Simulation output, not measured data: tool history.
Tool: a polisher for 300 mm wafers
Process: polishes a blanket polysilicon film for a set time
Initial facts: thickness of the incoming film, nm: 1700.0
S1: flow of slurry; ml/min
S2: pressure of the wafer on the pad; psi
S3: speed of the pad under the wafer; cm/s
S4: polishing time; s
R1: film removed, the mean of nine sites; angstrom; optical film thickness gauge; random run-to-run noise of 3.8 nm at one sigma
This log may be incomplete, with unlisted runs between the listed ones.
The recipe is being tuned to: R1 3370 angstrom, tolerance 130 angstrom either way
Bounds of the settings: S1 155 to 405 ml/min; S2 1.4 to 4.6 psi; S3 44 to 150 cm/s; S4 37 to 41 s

run 1 hour=0 | S1=260 S2=3 S3=96 S4=41 | R1=4121.4
run 2 hour=3.1 | S1=260 S2=2.9 S3=96 S4=41 | R1=4049.5
run 3 hour=5.3 | S1=215 S2=2.9 S3=96 S4=41 | R1=3899.2
run 4 hour=11.7 | S1=215 S2=2.9 S3=110 S4=41 | R1=4536.5
run 5 hour=17.7 | S1=215 S2=2.8 S3=110 S4=41 | R1=4378.6
run 6 hour=24.8 | S1=215 S2=2.8 S3=118 S4=41 | R1=4675
run 7 hour=31.7 | S1=215 S2=2.6 S3=118 S4=41 | R1=4230.1
run 8 hour=34.6 | S1=215 S2=2.5 S3=118 S4=41 | R1=4118.7
run 9 hour=41.1 | S1=215 S2=2.4 S3=118 S4=41 | R1=3994.2
run 10 hour=46.1 | S1=215 S2=2.3 S3=118 S4=41 | R1=3828.9
run 11 hour=49.1 | S1=215 S2=2.3 S3=118 S4=41 | R1=3815.9
run 12 hour=55 | S1=215 S2=2.2 S3=118 S4=41 | R1=3666.9
run 13 hour=56.7 | S1=215 S2=2.2 S3=118 S4=41 | R1=3629.4
run 14 hour=57.7 | S1=215 S2=2.1 S3=118 S4=41 | R1=3488.5

4 candidate next runs follow, results not yet known. Just one meets every target within its allowed miss. Identify it.
run A hour=58.7 | S1=225 S2=2 S3=124 S4=39 | R1=?
run B hour=58.7 | S1=155 S2=2.5 S3=106 S4=41 | R1=?
run C hour=58.7 | S1=205 S2=2.2 S3=120 S4=41 | R1=?
run D hour=58.7 | S1=210 S2=2.3 S3=110 S4=41 | R1=?

move=A R1=3359.7
move=B R1=3638.6
move=C R1=3719.6
move=D R1=3597.9
A: every result lands within tolerance
B: its largest miss is bigger than the last run's
C: its largest miss is bigger than the last run's
D: its largest miss is bigger than the last run's
Answer: A

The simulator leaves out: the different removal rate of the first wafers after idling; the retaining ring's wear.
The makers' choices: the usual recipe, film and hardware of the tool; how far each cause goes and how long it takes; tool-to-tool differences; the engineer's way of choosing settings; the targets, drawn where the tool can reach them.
